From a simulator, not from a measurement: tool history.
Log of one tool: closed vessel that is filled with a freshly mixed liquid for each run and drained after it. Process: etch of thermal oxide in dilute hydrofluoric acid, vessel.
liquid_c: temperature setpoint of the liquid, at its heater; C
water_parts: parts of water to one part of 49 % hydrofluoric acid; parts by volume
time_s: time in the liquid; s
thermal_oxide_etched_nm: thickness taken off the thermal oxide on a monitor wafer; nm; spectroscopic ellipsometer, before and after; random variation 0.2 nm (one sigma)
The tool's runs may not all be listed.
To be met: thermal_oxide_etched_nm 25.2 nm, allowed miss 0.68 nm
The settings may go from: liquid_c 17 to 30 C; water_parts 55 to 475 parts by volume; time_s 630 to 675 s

| run | hour | liquid_c | water_parts | time_s | thermal_oxide_etched_nm |
|---|---|---|---|---|---|
| 1 | 0 | 22 | 265 | 630 | 7.9976 |
| 2 | 0.8 | 22 | 310 | 630 | 6.5706 |
| 3 | 2.2 | 22 | 310 | 630 | 6.4883 |
| 4 | 4 | 22 | 275 | 630 | 7.5759 |
| 5 | 8.3 | 22 | 335 | 630 | 5.8993 |
| 6 | 14.5 | 20.5 | 335 | 630 | 5.6509 |
| 7 | 17.7 | 22 | 280 | 635 | 7.3997 |
| 8 | 21.4 | 23.5 | 235 | 645 | 10.131 |
| 9 | 22.9 | 24.5 | 205 | 645 | 12.189 |
| 10 | 28.6 | 25.5 | 185 | 645 | 14.556 |
| 11 | 35.3 | 26.5 | 170 | 645 | 16.746 |
| 12 | 41.4 | 27 | 160 | 645 | 18.029 |
| 13 | 44 | 30 | 105 | 645 | 33.04 |
| 14 | 46.2 | 29.5 | 105 | 645 | 32.692 |
| 15 | 49.1 | 29 | 105 | 645 | 32.148 |
| 16 | 51.3 | 28.5 | 105 | 645 | 31.391 |
| 17 | 56.1 | 27.5 | 105 | 645 | 30.233 |
| 18 | 60.9 | 26.5 | 105 | 645 | 28.833 |

Which of these 5 next moves meets every target?
| A | 65.7 | 22.5 | 105 | 655 | ? |
| B | 65.7 | 22.5 | 85 | 665 | ? |
| C | 65.7 | 25.5 | 110 | 675 | ? |
| D | 65.7 | 28 | 100 | 650 | ? |
| E | 65.7 | 27 | 120 | 675 | ? |

| move | thermal_oxide_etched_nm |
|---|---|
| A | 25.285 |
| B | 32.478 |
| C | 27.824 |
| D | 32.874 |
| E | 26.676 |
A: meets every target
B: further off than the last run
C: nearer than the last run, and not there yet
D: further off than the last run
E: nearer than the last run, and not there yet
Answer: A
